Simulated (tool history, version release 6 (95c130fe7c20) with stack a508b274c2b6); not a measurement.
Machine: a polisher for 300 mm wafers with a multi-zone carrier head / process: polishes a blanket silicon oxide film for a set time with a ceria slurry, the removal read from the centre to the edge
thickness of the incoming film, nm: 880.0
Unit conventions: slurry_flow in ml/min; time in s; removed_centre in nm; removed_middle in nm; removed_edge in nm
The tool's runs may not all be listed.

| run | hour | slurry_flow | centre_zone | middle_zone | edge_zone | time | removed_centre | removed_middle | removed_edge |
|---|---|---|---|---|---|---|---|---|---|
| 1 | 0 | 120 | 1 | 1 | 1 | 49 | 286.01 | 287.66 | 290.53 |
| 2 | 1.3 | 120 | 1 | 1 | 0.97 | 49 | 285.12 | 282.35 | 292.43 |
| 3 | 5.8 | 120 | 1.05 | 1.02 | 0.96 | 42 | 261.3 | 250.71 | 244.49 |
| 4 | 11.6 | 115 | 1.07 | 1.01 | 0.94 | 39 | 241.54 | 227.06 | 224.54 |
| 5 | 15.3 | 115 | 1.1 | 1.01 | 0.94 | 39 | 247.9 | 229.46 | 224.84 |
| 6 | 20.1 | 115 | 1.1 | 1.01 | 0.94 | 34 | 217.26 | 199.06 | 193.65 |
| 7 | 28.1 | 110 | 1.12 | 1 | 0.92 | 33 | 218.99 | 188.65 | 188.16 |
| 8 | 33 | 90 | 1.12 | 1.02 | 0.84 | 32 | 188.27 | 177.97 | 170.01 |
| 9 | 38.2 | 95 | 1.13 | 1.01 | 0.85 | 32 | 200.41 | 178.41 | 170.33 |

Predict the results of run 10:
| 10 | 41.5 | 95 | 1.13 | 1 | 0.86 | 32 | ? | ? | ? |

removed_centre: 199.77 nm
removed_middle: 173.03 nm
removed_edge: 171.3 nm
